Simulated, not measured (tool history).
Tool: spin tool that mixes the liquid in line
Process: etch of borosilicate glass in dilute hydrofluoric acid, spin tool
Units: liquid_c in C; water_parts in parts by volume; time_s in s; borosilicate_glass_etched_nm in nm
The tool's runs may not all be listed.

| run | hour | liquid_c | water_parts | time_s | borosilicate_glass_etched_nm |
|---|---|---|---|---|---|
| 1 | 0 | 26 | 85 | 15 | 5.9627 |
| 2 | 3.9 | 27.5 | 70 | 15 | 7.9013 |
| 3 | 5.2 | 27.5 | 95 | 15 | 5.5104 |
| 4 | 11.8 | 29 | 80 | 15 | 7.0865 |
| 5 | 19.3 | 30 | 70 | 15 | 8.6222 |
| 6 | 25.7 | 31 | 60 | 15 | 10.467 |
| 7 | 34.3 | 31.5 | 50 | 15 | 13.102 |

The next listed run, before its measurement:
| 8 | 38.7 | 31.5 | 50 | 15 | ? |

{"run 8": {"borosilicate_glass_etched_nm": 13.223}}
